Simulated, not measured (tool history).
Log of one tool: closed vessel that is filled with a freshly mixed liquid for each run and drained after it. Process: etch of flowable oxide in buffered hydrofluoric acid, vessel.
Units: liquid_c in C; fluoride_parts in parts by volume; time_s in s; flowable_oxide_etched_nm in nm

run	hour	liquid_c	fluoride_parts	time_s	flowable_oxide_etched_nm
1	0.0	25.0	9.5	95	348.22
2	4.2	27.5	9.0	95	410.79
3	7.5	29.0	8.5	95	474.05
4	16.2	29.0	9.5	95	428.82
5	20.7	29.0	9.5	95	433.42
# hour 23.6: thermometer replaced
6	23.6	29.0	9.5	100	424.70
7	29.0	30.0	9.0	100	463.37
8	34.2	30.5	8.5	100	507.17

Forecast run 9:
9	36.2	31.0	8.0	100	?

{"run 9": {"flowable_oxide_etched_nm": 553.29}}
